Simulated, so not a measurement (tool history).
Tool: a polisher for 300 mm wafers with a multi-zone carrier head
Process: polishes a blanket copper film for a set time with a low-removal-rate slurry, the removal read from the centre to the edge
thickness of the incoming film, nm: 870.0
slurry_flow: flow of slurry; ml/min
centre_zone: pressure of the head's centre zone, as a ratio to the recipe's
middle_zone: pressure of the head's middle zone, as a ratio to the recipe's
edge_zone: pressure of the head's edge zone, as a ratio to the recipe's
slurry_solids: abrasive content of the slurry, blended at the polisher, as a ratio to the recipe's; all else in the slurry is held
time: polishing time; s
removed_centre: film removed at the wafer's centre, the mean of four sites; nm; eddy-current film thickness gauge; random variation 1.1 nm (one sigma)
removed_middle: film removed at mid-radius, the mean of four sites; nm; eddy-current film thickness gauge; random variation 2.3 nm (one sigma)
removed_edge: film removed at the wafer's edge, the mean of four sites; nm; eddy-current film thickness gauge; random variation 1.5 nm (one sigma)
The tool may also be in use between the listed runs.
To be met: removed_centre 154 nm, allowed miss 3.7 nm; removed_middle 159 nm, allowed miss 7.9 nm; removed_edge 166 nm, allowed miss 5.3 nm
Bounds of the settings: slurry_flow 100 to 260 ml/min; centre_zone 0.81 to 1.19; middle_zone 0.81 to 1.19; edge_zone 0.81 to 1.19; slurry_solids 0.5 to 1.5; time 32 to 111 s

run    day  slurry_flow  centre_zone  middle_zone  edge_zone  slurry_solids  time  removed_centre  removed_middle  removed_edge
  1      0          165            1            1          1              1    71          254.22           256.9        256.95
  2  0.192          165            1            1       0.94              1    71          254.54          260.71        248.97
  3   0.35          160         0.99         0.98       0.93           0.95    69          240.55          247.84         236.3
  4  0.525          160         0.99         0.98       0.93           0.95    75          261.17           268.6        261.13
  5   0.85          160         0.94         0.98       0.93           0.95    75          254.28          260.42         263.7
  6  0.875          160         0.98         0.98       0.93           0.95    75          258.73          261.31        259.37
  7  1.162          155         0.97         0.97       0.92            0.9    72          245.91          250.48        242.14
  8  1.467          150         0.95         0.96       0.93           0.85    69          228.62          227.45        230.34
  9  1.533          120         0.85         0.97       0.83            0.6    53           145.6          163.87        158.93
 10  1.567          125         0.85         0.96       0.84            0.6    53          147.58          165.39        159.06
 11  1.638          125         0.85         0.95       0.85            0.6    53          148.36          165.11        160.19

4 next moves are on the table. One of them brings every result within its allowed miss. Which?
  A  1.708          150         0.89         0.91       0.93            0.6    51               ?               ?             ?
  B  1.708          105         0.86         0.88       0.88            0.7    54               ?               ?             ?
  C  1.708          110         0.84         0.93       0.86            0.5    55               ?               ?             ?
  D  1.708          110         0.92         0.87       0.82            0.7    52               ?               ?             ?

move  removed_centre  removed_middle  removed_edge
   A          153.68           153.9        166.94
   B          148.07          149.59        166.66
   C          144.53          155.22        162.86
   D          151.84           144.3        157.04
A: meets every target
B: further off than the last run
C: further off than the last run
D: brings the result that was furthest off to its target, and leaves another outside
The right move is A.
